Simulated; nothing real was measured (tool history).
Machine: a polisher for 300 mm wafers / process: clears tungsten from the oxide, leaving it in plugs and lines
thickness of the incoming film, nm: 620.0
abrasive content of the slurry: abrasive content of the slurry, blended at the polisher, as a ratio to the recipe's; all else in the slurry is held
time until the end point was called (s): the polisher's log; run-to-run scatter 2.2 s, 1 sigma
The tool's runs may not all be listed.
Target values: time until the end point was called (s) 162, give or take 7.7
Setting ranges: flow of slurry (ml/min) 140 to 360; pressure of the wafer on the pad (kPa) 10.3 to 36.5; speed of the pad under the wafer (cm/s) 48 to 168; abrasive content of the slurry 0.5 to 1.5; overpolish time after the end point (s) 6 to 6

run	hour	flow of slurry (ml/min)	pressure of the wafer on the pad (kPa)	speed of the pad under the wafer (cm/s)	abrasive content of the slurry	overpolish time after the end point (s)	time until the end point was called (s)
1	0	230	23.4	108	1	6	123.73
2	2.1	230	22.8	108	1	6	125.68
3	5.5	230	22.1	108	1	6	127.49
4	7.3	230	27.6	108	1	6	113.81
5	11.4	230	25.5	106	1	6	118.47
6	12.3	230	25.5	132	1	6	99.756
7	19.9	230	23.4	128	1	6	110.33
8	23.9	230	21.4	126	1	6	118.85
9	32	230	20	124	1	6	124.31
10	35.4	230	18.6	122	1	6	132.33
11	37.2	230	18.6	122	1	6	130.22
12	40.8	230	17.2	122	1	6	138.76
13	48.6	230	16.5	122	1	6	139.59
14	56.5	230	15.9	122	1	6	146.73
15	61.6	230	15.2	122	1	6	145.64
16	66.8	230	14.5	122	1	6	151.44

4 next moves are on the table. One of them brings every result within its allowed miss. Which?
A	72	225	17.9	118	0.95	6	?
B	72	260	16.5	100	1	6	?
C	72	220	17.2	120	1.05	6	?
D	72	230	15.9	130	1.15	6	?

move	time until the end point was called (s)
A	140.29
B	161.15
C	139.19
D	133.93
A: lands further from the targets than the last run did
B: all results in spec
C: lands further from the targets than the last run did
D: lands further from the targets than the last run did
Answer: B
